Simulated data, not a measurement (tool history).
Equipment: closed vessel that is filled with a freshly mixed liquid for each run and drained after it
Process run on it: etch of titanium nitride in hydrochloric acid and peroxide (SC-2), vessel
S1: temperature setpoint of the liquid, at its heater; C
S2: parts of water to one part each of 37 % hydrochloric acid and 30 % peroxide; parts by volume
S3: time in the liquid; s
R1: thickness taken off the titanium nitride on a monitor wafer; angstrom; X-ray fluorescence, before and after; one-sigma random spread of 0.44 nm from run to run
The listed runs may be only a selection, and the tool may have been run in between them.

run,hour,S1,S2,S3,R1
1,0,57,7,835,575.19
2,4.2,56,7,835,536.75
3,5.6,56,8.5,835,469.05
4,8,59.5,8.5,835,575.49
5,9.7,59.5,6,835,767.16
6,11.9,64.5,6,835,1048

Forecast run 7:
7,18.6,60.5,6,835,?

{"run 7": {"R1": 811.7}}
